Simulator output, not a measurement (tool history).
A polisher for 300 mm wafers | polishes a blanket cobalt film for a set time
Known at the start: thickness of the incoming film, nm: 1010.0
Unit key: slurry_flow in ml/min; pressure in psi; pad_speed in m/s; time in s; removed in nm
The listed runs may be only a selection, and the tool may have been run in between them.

run,hour,slurry_flow,pressure,pad_speed,time,removed
1,0,250,1.2,1.04,42,154.04
2,3.2,255,1.3,1.04,42,164.21
3,12.2,255,1.4,1.04,42,176.7
4,18.2,255,1.4,0.92,42,159.35
5,23.1,260,1.5,0.92,42,170.65
6,24.7,315,1.5,0.92,42,172.17

Estimate the outcome of run 7 from the log above:
7,25.4,315,1.7,0.92,42,?

removed: 198.84 nm

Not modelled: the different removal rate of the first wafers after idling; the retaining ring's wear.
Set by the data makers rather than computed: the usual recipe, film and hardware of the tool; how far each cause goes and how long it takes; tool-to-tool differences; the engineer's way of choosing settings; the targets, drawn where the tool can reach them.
